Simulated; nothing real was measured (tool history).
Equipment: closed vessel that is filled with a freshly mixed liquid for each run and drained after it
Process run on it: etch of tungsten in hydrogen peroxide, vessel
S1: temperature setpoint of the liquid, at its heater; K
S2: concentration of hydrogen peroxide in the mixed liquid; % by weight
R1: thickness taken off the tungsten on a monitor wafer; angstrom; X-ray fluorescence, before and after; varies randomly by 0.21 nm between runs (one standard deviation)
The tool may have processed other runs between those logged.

Run 1, day 0: S1 321.15 K, S2 24 % by weight, time in the liquid (s) 105. Result: R1 826.8 angstrom.
Run 2, day 0.238: S1 324.15 K, S2 24 % by weight, time in the liquid (s) 105. Result: R1 994.19 angstrom.
Run 3, day 0.604: S1 320.15 K, S2 24 % by weight, time in the liquid (s) 105. Result: R1 774 angstrom.
Run 4, day 0.962: S1 317.15 K, S2 24 % by weight, time in the liquid (s) 105. Result: R1 645.51 angstrom.
Run 5, day 1.067: S1 314.65 K, S2 24 % by weight, time in the liquid (s) 105. Result: R1 551.32 angstrom.
Run 6, day 1.138: S1 312.65 K, S2 24 % by weight, time in the liquid (s) 105. Result: R1 476.22 angstrom.

Predict the results of run 7:
Run 7, day 1.329: S1 311.15 K, S2 24 % by weight, time in the liquid (s) 105. Result: R1 ?.

Logged for run 7: R1 436.23 angstrom.

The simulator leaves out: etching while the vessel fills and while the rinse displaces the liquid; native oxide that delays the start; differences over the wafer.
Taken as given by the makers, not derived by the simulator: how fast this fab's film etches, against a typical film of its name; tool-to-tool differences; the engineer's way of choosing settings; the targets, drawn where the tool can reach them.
